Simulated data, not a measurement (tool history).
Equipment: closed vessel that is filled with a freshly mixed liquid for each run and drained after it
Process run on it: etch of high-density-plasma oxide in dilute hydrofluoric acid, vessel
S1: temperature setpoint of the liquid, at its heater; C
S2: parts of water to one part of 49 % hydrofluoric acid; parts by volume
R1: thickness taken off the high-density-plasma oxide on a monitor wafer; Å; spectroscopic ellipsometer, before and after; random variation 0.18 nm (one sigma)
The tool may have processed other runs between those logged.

run 1 hour=0 | S1=26 S2=240 time_in_the_liquid_(s)=1370 | R1=291.19
run 2 hour=0.9 | S1=29.5 S2=240 time_in_the_liquid_(s)=1370 | R1=326.55
run 3 hour=1.6 | S1=26 S2=250 time_in_the_liquid_(s)=1370 | R1=277.82
run 4 hour=7.7 | S1=26 S2=250 time_in_the_liquid_(s)=1465 | R1=298
run 5 hour=12.7 | S1=26 S2=250 time_in_the_liquid_(s)=1370 | R1=276.55
run 6 hour=13.6 | S1=26 S2=250 time_in_the_liquid_(s)=1370 | R1=279.58
run 7 hour=17.2 | S1=23.5 S2=255 time_in_the_liquid_(s)=1370 | R1=247.04
run 8 hour=21.1 | S1=22 S2=255 time_in_the_liquid_(s)=1370 | R1=238.63

The next listed run, before its measurement:
run 9 hour=26.1 | S1=21 S2=260 time_in_the_liquid_(s)=1370 | R1=?

R1: 218.14 Å
